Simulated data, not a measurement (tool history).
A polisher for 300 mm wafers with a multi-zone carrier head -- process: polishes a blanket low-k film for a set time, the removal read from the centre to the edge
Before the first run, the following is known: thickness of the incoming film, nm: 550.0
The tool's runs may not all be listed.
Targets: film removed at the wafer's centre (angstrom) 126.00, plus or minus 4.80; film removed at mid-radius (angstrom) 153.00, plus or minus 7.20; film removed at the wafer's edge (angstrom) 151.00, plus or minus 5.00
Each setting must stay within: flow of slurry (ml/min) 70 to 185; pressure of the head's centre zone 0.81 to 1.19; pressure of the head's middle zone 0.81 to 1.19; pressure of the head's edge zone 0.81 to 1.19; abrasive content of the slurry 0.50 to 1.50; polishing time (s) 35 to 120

run	hour	flow of slurry (ml/min)	pressure of the head's centre zone	pressure of the head's middle zone	pressure of the head's edge zone	abrasive content of the slurry	polishing time (s)	film removed at the wafer's centre (angstrom)	film removed at mid-radius (angstrom)	film removed at the wafer's edge (angstrom)
1	0.0	120	1.00	1.00	1.00	1.00	77	183.66	177.45	178.32
2	5.2	120	1.00	1.00	1.00	1.00	67	156.54	153.48	154.80
3	10.4	135	1.00	1.00	1.00	1.00	67	164.01	162.43	158.90
4	13.4	135	0.96	1.00	1.00	1.00	67	156.68	162.21	159.12
5	20.7	110	0.96	1.00	1.00	1.00	67	149.45	155.21	155.96
6	27.3	105	0.93	1.00	0.99	1.00	67	141.18	154.73	154.06
7	33.8	80	0.87	1.02	1.00	1.00	67	122.87	140.56	144.82
# hour 39.4: worn pad replaced by a new one
8	39.4	100	0.85	1.07	1.02	1.00	67	146.17	177.96	172.85
9	45.2	70	0.86	1.07	1.00	1.00	67	126.08	160.44	158.08
10	47.1	70	0.87	1.06	0.99	1.00	67	128.77	160.90	156.39
11	50.5	70	0.87	1.05	0.99	1.00	67	128.12	157.30	156.92

Below are 4 possible settings for the next run. Only one of them brings all results inside the allowed miss of their targets. Which is it?
A	53.9	70	0.87	0.92	0.99	1.15	68	?	?	?
B	53.9	70	0.91	0.90	1.04	1.10	66	?	?	?
C	53.9	70	0.81	1.07	1.05	1.00	67	?	?	?
D	53.9	75	0.89	1.08	1.02	1.00	63	?	?	?

move	film removed at the wafer's centre (angstrom)	film removed at mid-radius (angstrom)	film removed at the wafer's edge (angstrom)
A	139.93	153.72	168.90
B	139.10	143.51	164.57
C	120.41	161.06	159.99
D	128.12	156.60	150.73
A: the biggest miss grows against the last run
B: the biggest miss grows against the last run
C: the biggest miss grows against the last run
D: hits every target within its allowed miss
The move that meets every target is D.
